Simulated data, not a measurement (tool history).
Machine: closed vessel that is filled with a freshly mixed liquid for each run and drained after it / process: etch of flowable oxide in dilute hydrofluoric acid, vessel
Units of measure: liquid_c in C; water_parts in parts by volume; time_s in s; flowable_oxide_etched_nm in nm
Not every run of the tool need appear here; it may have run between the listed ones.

Run 1, day 0: liquid_c 23 C, water_parts 160 parts by volume, time_s 120 s. Result: flowable_oxide_etched_nm 30.279 nm.
Run 2, day 0.2: liquid_c 23 C, water_parts 160 parts by volume, time_s 120 s. Result: flowable_oxide_etched_nm 30.567 nm.
Run 3, day 0.404: liquid_c 23 C, water_parts 195 parts by volume, time_s 120 s. Result: flowable_oxide_etched_nm 24.091 nm.
Run 4, day 0.704: liquid_c 23 C, water_parts 145 parts by volume, time_s 120 s. Result: flowable_oxide_etched_nm 33.661 nm.
Run 5, day 1.092: liquid_c 24 C, water_parts 145 parts by volume, time_s 120 s. Result: flowable_oxide_etched_nm 35.142 nm.
Run 6, day 1.321: liquid_c 22 C, water_parts 150 parts by volume, time_s 120 s. Result: flowable_oxide_etched_nm 31.548 nm.
Run 7, day 1.479: liquid_c 20.5 C, water_parts 155 parts by volume, time_s 120 s. Result: flowable_oxide_etched_nm 28.317 nm.
Run 8, day 1.8: liquid_c 19.5 C, water_parts 155 parts by volume, time_s 120 s. Result: flowable_oxide_etched_nm 27.634 nm.
Run 9, day 2.008: liquid_c 19 C, water_parts 155 parts by volume, time_s 120 s. Result: flowable_oxide_etched_nm 27.032 nm.

Run 10 comes next. What will it give?
Run 10, day 2.146: liquid_c 18.5 C, water_parts 155 parts by volume, time_s 120 s. Result: flowable_oxide_etched_nm ?.

{"run 10": {"flowable_oxide_etched_nm": 26.361}}
